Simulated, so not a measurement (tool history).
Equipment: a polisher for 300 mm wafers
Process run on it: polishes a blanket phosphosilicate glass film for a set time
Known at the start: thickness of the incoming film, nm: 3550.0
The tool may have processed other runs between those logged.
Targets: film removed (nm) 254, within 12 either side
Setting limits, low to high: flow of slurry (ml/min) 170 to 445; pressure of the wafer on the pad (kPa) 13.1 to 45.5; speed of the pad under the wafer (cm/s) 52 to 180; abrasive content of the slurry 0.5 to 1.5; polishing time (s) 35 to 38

run	day	flow of slurry (ml/min)	pressure of the wafer on the pad (kPa)	speed of the pad under the wafer (cm/s)	abrasive content of the slurry	polishing time (s)	film removed (nm)
1	0	285	29	116	1	38	467.61
2	0.35	285	26.9	114	1	38	443.11
3	0.488	285	24.8	110	1	38	400.37
4	0.725	215	24.8	110	1	38	390.76
5	0.988	215	23.4	108	1	38	369.21
6	1.142	215	23.4	108	1	35	331.56
7	1.346	215	22.1	108	1	35	323.06
8	1.517	215	21.4	108	1	35	323.86
9	1.638	215	20	108	1	35	306.63
10	1.725	215	19.3	108	1	35	303.21
11	1.85	215	18.6	108	1	35	298.08
12	2.079	215	17.9	108	1	35	293.48
13	2.438	215	17.2	108	1	35	274.41
14	2.55	215	15.9	108	1	35	273.29

Consider the 4 candidate settings below. Which is the only one whose results all fall within their allowed miss of target?
A	2.662	220	16.5	108	0.95	37	?
B	2.662	175	29	128	0.55	37	?
C	2.662	245	15.9	92	1.1	38	?
D	2.662	200	17.2	110	1.05	35	?

move	film removed (nm)
A	290.74
B	260.37
C	284.95
D	301.25
A: further off than the last run
B: every result within its allowed miss
C: further off than the last run
D: further off than the last run
Move B is the one to make.
